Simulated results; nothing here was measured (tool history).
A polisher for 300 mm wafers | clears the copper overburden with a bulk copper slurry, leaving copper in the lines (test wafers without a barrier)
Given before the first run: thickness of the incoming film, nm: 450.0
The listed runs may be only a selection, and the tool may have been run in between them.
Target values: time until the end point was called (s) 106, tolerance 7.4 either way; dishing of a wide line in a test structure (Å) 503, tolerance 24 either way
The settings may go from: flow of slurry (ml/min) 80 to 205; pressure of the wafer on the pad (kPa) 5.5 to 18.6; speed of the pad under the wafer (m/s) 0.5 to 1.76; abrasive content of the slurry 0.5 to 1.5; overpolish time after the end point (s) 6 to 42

run,hour,flow of slurry (ml/min),pressure of the wafer on the pad (kPa),speed of the pad under the wafer (m/s),abrasive content of the slurry,overpolish time after the end point (s),time until the end point was called (s),dishing of a wide line in a test structure (Å)
1,0,135,11.7,1.12,1,21,56.858,570.14
2,5,135,11.7,1.02,1,21,64.357,537.68
3,12.6,135,10.3,1,1,24,71.322,532.5
4,15.3,135,9,0.98,1,27,82.838,529.47
5,21.8,135,8.3,0.96,1,28,91.115,492.34
6,24,135,5.5,0.96,1,28,124.43,410.86
7,27.1,135,6.2,0.96,1,29,111.52,434.19
8,29.2,135,6.2,0.94,1,31,120.54,460.15
9,32.5,135,6.9,0.94,1,31,105.52,466.56

5 candidate next runs follow, results not yet known. Just one meets every target within its allowed miss. Identify it.
A,35.8,140,6.2,1.12,1,27,?,?
B,35.8,165,6.2,0.88,1.1,30,?,?
C,35.8,155,6.9,0.92,0.95,23,?,?
D,35.8,110,10.3,0.7,1,30,?,?
E,35.8,125,6.2,1,1,26,?,?

move,time until the end point was called (s),dishing of a wide line in a test structure (Å)
A,97.012,456.32
B,117.31,440
C,107.57,409.03
D,107.16,493.3
E,110.51,423.3
A: misses by more than the last run did
B: misses by more than the last run did
C: misses by more than the last run did
D: meets every target
E: misses by more than the last run did
Go with D: it meets all targets.
